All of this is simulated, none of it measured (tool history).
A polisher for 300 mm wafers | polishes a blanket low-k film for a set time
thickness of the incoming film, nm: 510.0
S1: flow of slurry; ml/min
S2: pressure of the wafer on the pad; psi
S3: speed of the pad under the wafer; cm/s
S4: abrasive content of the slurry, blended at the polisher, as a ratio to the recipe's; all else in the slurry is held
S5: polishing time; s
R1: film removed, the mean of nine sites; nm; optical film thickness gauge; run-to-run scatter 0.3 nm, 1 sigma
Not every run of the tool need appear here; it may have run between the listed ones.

run  hour   S1   S2   S3    S4  S5      R1
  1     0  125  1.3  108     1  90  24.962
  2   4.5  130  1.4  108     1  90  26.822
  3    11  130  1.4  108     1  95  28.109
  4    20  130  1.4  108     1  95  28.058
  5  22.4  135  1.5  108     1  95  30.117
     26.8  -- head pressure recalibrated
  6  26.8  135  1.5  108  0.85  95  26.172
  7  30.2  135  1.6  112  0.85  95  28.559

Forecast run 8:
  8  36.6  140  1.7  116  0.85  95   ?

Logged for run 8: R1 30.855 nm.
